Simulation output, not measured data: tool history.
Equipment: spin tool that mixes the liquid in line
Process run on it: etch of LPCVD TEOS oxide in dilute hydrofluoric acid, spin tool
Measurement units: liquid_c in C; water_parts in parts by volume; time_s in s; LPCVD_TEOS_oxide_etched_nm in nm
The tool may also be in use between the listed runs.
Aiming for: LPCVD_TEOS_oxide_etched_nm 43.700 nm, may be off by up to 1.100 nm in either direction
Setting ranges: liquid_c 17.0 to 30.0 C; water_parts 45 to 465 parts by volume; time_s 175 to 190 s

run 1 hour=0.0 | liquid_c=22.0 water_parts=255 time_s=175 | LPCVD_TEOS_oxide_etched_nm=26.262
run 2 hour=3.8 | liquid_c=22.0 water_parts=195 time_s=175 | LPCVD_TEOS_oxide_etched_nm=35.803
run 3 hour=9.9 | liquid_c=22.0 water_parts=195 time_s=175 | LPCVD_TEOS_oxide_etched_nm=36.554
run 4 hour=14.2 | liquid_c=23.0 water_parts=195 time_s=175 | LPCVD_TEOS_oxide_etched_nm=37.842
run 5 hour=19.9 | liquid_c=21.0 water_parts=195 time_s=175 | LPCVD_TEOS_oxide_etched_nm=34.978
-- hour=25.8 thermometer replaced
run 6 hour=25.8 | liquid_c=22.0 water_parts=195 time_s=175 | LPCVD_TEOS_oxide_etched_nm=39.244
run 7 hour=26.6 | liquid_c=22.5 water_parts=195 time_s=175 | LPCVD_TEOS_oxide_etched_nm=39.698
run 8 hour=31.2 | liquid_c=23.0 water_parts=195 time_s=175 | LPCVD_TEOS_oxide_etched_nm=40.453
run 9 hour=37.2 | liquid_c=23.5 water_parts=195 time_s=175 | LPCVD_TEOS_oxide_etched_nm=41.306
run 10 hour=46.1 | liquid_c=24.0 water_parts=195 time_s=175 | LPCVD_TEOS_oxide_etched_nm=42.288

Exercise: of the 4 proposed moves below, exactly one satisfies all targets within the stated allowed misses. Which move is it?
run A hour=55.0 | liquid_c=24.0 water_parts=200 time_s=175 | LPCVD_TEOS_oxide_etched_nm=?
run B hour=55.0 | liquid_c=25.0 water_parts=205 time_s=175 | LPCVD_TEOS_oxide_etched_nm=?
run C hour=55.0 | liquid_c=25.5 water_parts=215 time_s=175 | LPCVD_TEOS_oxide_etched_nm=?
run D hour=55.0 | liquid_c=26.0 water_parts=215 time_s=190 | LPCVD_TEOS_oxide_etched_nm=?

move=A LPCVD_TEOS_oxide_etched_nm=41.040
move=B LPCVD_TEOS_oxide_etched_nm=41.311
move=C LPCVD_TEOS_oxide_etched_nm=39.673
move=D LPCVD_TEOS_oxide_etched_nm=43.853
A: misses by more than the last run did
B: misses by more than the last run did
C: misses by more than the last run did
D: all results in spec
Move D is the one to make.
